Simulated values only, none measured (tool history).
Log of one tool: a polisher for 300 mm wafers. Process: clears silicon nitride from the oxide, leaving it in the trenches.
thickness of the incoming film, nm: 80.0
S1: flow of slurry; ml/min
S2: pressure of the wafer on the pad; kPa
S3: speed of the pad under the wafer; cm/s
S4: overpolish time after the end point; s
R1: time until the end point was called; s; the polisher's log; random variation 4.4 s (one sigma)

run 1 hour=0 | S1=140 S2=15.2 S3=86 S4=24 | R1=136.36
run 2 hour=5.9 | S1=140 S2=15.2 S3=72 S4=24 | R1=156.48
run 3 hour=12.7 | S1=140 S2=15.2 S3=72 S4=24 | R1=164.24
run 4 hour=21.5 | S1=140 S2=15.2 S3=72 S4=24 | R1=161.99
run 5 hour=29.8 | S1=140 S2=15.2 S3=90 S4=24 | R1=129.66
run 6 hour=31.8 | S1=140 S2=13.1 S3=88 S4=24 | R1=151.03

Forecast run 7:
run 7 hour=35.2 | S1=140 S2=13.1 S3=88 S4=24 | R1=?

R1: 149.51 s

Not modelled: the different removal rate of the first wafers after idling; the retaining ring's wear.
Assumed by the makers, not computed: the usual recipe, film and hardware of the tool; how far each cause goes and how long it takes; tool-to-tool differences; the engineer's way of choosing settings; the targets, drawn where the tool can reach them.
